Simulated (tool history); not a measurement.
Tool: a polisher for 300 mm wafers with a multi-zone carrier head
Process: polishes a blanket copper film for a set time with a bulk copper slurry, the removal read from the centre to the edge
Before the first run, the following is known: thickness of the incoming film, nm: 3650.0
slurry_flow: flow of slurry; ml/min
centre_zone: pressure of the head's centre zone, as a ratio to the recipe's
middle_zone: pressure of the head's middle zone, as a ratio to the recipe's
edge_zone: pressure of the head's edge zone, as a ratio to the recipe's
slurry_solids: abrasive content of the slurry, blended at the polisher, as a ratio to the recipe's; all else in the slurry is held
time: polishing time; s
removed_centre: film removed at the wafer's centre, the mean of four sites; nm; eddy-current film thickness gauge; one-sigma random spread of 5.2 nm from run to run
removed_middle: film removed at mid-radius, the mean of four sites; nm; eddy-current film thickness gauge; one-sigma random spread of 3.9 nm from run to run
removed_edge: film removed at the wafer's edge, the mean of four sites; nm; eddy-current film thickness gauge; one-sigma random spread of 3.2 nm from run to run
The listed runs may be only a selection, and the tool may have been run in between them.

{"run": 1, "hour": 0.0, "slurry_flow": 280, "centre_zone": 1, "middle_zone": 1, "edge_zone": 1, "slurry_solids": 1, "time": 39, "removed_centre": 373.94, "removed_middle": 359.78, "removed_edge": 371.51}
{"run": 2, "hour": 4.1, "slurry_flow": 280, "centre_zone": 1.05, "middle_zone": 1, "edge_zone": 1, "slurry_solids": 1, "time": 39, "removed_centre": 386.78, "removed_middle": 369.39, "removed_edge": 369.8}
{"run": 3, "hour": 7.9, "slurry_flow": 290, "centre_zone": 1.07, "middle_zone": 0.98, "edge_zone": 1.03, "slurry_solids": 1.1, "time": 39, "removed_centre": 408.31, "removed_middle": 374.91, "removed_edge": 384.6}
{"run": 4, "hour": 16.4, "slurry_flow": 290, "centre_zone": 1.03, "middle_zone": 0.98, "edge_zone": 1.03, "slurry_solids": 1.1, "time": 39, "removed_centre": 391.21, "removed_middle": 365.54, "removed_edge": 387.91}
{"run": 5, "hour": 17.4, "slurry_flow": 300, "centre_zone": 1.05, "middle_zone": 0.97, "edge_zone": 1.06, "slurry_solids": 1.2, "time": 39, "removed_centre": 418.38, "removed_middle": 371.57, "removed_edge": 399.65}
{"run": 6, "hour": 24.9, "slurry_flow": 300, "centre_zone": 1.05, "middle_zone": 0.97, "edge_zone": 1.06, "slurry_solids": 1.2, "time": 44, "removed_centre": 464.74, "removed_middle": 431.49, "removed_edge": 451.65}
{"run": 7, "hour": 26.8, "slurry_flow": 305, "centre_zone": 1.06, "middle_zone": 0.95, "edge_zone": 1.07, "slurry_solids": 1.2, "time": 44, "removed_centre": 468.35, "removed_middle": 416.25, "removed_edge": 454.36}
{"run": 8, "hour": 27.9, "slurry_flow": 310, "centre_zone": 1.07, "middle_zone": 0.94, "edge_zone": 1.08, "slurry_solids": 1.2, "time": 44, "removed_centre": 485.56, "removed_middle": 421.58, "removed_edge": 456.89}
{"run": 9, "hour": 34.8, "slurry_flow": 315, "centre_zone": 1.07, "middle_zone": 0.93, "edge_zone": 1.09, "slurry_solids": 1.2, "time": 44, "removed_centre": 478.4, "removed_middle": 411.71, "removed_edge": 464.44}
{"run": 10, "hour": 42.7, "slurry_flow": 320, "centre_zone": 1.07, "middle_zone": 0.93, "edge_zone": 1.1, "slurry_solids": 1.2, "time": 44, "removed_centre": 479.92, "removed_middle": 408.23, "removed_edge": 463.31}
{"run": 11, "hour": 47.5, "slurry_flow": 325, "centre_zone": 1.07, "middle_zone": 0.93, "edge_zone": 1.11, "slurry_solids": 1.2, "time": 44, "removed_centre": 476.65, "removed_middle": 410.7, "removed_edge": 468.03}
{"run": 12, "hour": 52.7, "slurry_flow": 330, "centre_zone": 1.08, "middle_zone": 0.93, "edge_zone": 1.11, "slurry_solids": 1.2, "time": 44, "removed_centre": 479.16, "removed_middle": 421.28, "removed_edge": 467.23}

Run 13 is up next; what results do you expect?
{"run": 13, "hour": 54.0, "slurry_flow": 325, "centre_zone": 1.08, "middle_zone": 0.92, "edge_zone": 1.12, "slurry_solids": 1.2, "time": 44, "removed_centre": "?", "removed_middle": "?", "removed_edge": "?"}

removed_centre: 480.11 nm
removed_middle: 408.97 nm
removed_edge: 465.51 nm
